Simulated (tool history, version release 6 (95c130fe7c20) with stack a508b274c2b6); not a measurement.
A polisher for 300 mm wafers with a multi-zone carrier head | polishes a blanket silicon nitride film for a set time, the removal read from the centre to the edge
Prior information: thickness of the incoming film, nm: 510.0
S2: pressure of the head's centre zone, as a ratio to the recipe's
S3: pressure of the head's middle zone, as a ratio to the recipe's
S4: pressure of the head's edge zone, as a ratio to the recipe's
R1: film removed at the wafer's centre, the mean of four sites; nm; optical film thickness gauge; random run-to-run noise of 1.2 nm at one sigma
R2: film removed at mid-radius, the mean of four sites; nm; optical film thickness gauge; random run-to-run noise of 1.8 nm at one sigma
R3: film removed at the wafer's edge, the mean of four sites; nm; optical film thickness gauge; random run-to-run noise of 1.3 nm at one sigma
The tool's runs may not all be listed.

Run 1, day 0: flow of slurry (ml/min) 280, S2 1, S3 1, S4 1, polishing time (s) 57. Result: R1 198.43 nm, R2 200.08 nm, R3 198.38 nm.
Run 2, day 0.088: flow of slurry (ml/min) 310, S2 1, S3 1, S4 1, polishing time (s) 57. Result: R1 206.06 nm, R2 202.01 nm, R3 195.76 nm.
Run 3, day 0.15: flow of slurry (ml/min) 310, S2 1, S3 1, S4 0.94, polishing time (s) 57. Result: R1 202.77 nm, R2 200.46 nm, R3 196.54 nm.
Run 4, day 0.279: flow of slurry (ml/min) 310, S2 1.04, S3 1, S4 0.94, polishing time (s) 57. Result: R1 211.82 nm, R2 205.75 nm, R3 195.31 nm.
Run 5, day 0.342: flow of slurry (ml/min) 360, S2 1.04, S3 1, S4 0.94, polishing time (s) 57. Result: R1 216.48 nm, R2 206.44 nm, R3 195.34 nm.
Run 6, day 0.575: flow of slurry (ml/min) 360, S2 1.04, S3 1, S4 0.94, polishing time (s) 70. Result: R1 264.85 nm, R2 248.64 nm, R3 240.68 nm.
Run 7, day 0.642: flow of slurry (ml/min) 370, S2 1.04, S3 0.94, S4 0.94, polishing time (s) 60. Result: R1 229.45 nm, R2 198.13 nm, R3 206.59 nm.
Run 8, day 0.738: flow of slurry (ml/min) 370, S2 1.04, S3 0.94, S4 0.94, polishing time (s) 60. Result: R1 224.65 nm, R2 200.61 nm, R3 206.35 nm.

Forecast run 9:
Run 9, day 1.108: flow of slurry (ml/min) 380, S2 1.05, S3 0.92, S4 0.94, polishing time (s) 53. Result: R1 ?, R2 ?, R3 ?.

Logged for run 9: R1 201.94 nm, R2 181.26 nm, R3 183.3 nm.
